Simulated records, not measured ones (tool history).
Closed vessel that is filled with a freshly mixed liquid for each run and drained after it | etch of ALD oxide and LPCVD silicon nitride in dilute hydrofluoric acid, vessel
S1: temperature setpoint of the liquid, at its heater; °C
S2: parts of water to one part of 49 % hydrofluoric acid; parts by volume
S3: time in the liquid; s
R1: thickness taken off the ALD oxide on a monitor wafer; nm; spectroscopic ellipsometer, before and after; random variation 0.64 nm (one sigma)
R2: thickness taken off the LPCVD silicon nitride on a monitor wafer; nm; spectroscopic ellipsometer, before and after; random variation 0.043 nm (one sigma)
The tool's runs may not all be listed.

| run | hour | S1 | S2 | S3 | R1 | R2 |
|---|---|---|---|---|---|---|
| 1 | 0.0 | 22.0 | 105 | 150 | 34.335 | 0.74210 |
| 2 | 3.8 | 22.0 | 95 | 150 | 37.783 | 0.84366 |
| 3 | 10.6 | 21.5 | 85 | 155 | 44.017 | 0.88038 |
| 4 | 15.2 | 18.0 | 85 | 155 | 37.271 | 0.72142 |
| 5 | 22.2 | 19.0 | 80 | 155 | 41.580 | 0.82716 |
| 6 | 27.5 | 19.5 | 75 | 155 | 45.310 | 0.88654 |
| 7 | 36.3 | 20.0 | 70 | 155 | 49.850 | 0.97767 |
| 8 | 40.6 | 24.0 | 30 | 145 | 136.250 | 2.63840 |
| 9 | 43.3 | 23.5 | 30 | 145 | 133.720 | 2.74220 |
|  | 48.9 | thermometer replaced |
| 10 | 48.9 | 23.5 | 30 | 145 | 140.900 | 2.94730 |
| 11 | 55.5 | 23.5 | 30 | 145 | 141.460 | 2.90940 |
| 12 | 59.1 | 22.5 | 30 | 145 | 135.120 | 2.79080 |
| 13 | 63.1 | 18.5 | 50 | 140 | 64.407 | 1.21420 |
| 14 | 67.5 | 19.0 | 50 | 140 | 65.507 | 1.28760 |
| 15 | 71.4 | 20.0 | 45 | 145 | 79.646 | 1.54680 |

The next listed run, before its measurement:
| 16 | 78.1 | 20.0 | 45 | 145 | ? | ? |

{"run 16": {"R1": 79.986, "R2": 1.5237}}
